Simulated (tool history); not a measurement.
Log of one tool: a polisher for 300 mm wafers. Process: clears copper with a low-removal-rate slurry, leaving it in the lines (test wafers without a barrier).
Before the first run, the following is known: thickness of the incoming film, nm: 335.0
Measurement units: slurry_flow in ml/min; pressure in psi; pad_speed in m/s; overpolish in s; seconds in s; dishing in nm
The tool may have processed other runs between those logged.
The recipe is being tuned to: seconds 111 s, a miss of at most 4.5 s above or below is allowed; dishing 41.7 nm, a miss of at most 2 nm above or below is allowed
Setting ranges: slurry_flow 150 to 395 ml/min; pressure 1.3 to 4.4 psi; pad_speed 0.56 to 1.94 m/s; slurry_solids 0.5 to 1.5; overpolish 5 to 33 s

run  hour  slurry_flow  pressure  pad_speed  slurry_solids  overpolish  seconds  dishing
  1     0          250       2.8       1.24              1          17    91.58   38.933
  2   6.8          250       2.8       1.24              1          22   90.508   47.634
  3   7.9          250       2.8       1.24              1          29   90.956   57.746
  4  10.9          250       3.2       1.24              1          29   78.844   63.026
  5  14.3          250       3.1       1.24              1          28   80.242   61.646
  6  21.6          250       3.1       1.24              1          32   83.512   65.529
  7  23.1          250         3       1.24              1          31   84.575    63.61
  8  24.6          250       2.9       1.24              1          30   86.006   61.629

Next run, 4 choices. One meets every target within its allowed miss, the rest don't. Which?
  A  26.1          305       3.3        0.8           0.75          23        ?        ?
  B  26.1          205       3.2       1.38            0.9          18        ?        ?
  C  26.1          325       2.3       1.08              1          21        ?        ?
  D  26.1          320       3.9       1.08           1.15          15        ?        ?

move  seconds  dishing
   A   108.08   43.349
   B   75.969   47.144
   C   117.56    36.65
   D     68.8   44.679
A: meets every target
B: better than the last run, though not everything is in spec
C: takes the biggest miss from the last run beyond its target
D: better than the last run, though not everything is in spec
The move that meets every target is A.

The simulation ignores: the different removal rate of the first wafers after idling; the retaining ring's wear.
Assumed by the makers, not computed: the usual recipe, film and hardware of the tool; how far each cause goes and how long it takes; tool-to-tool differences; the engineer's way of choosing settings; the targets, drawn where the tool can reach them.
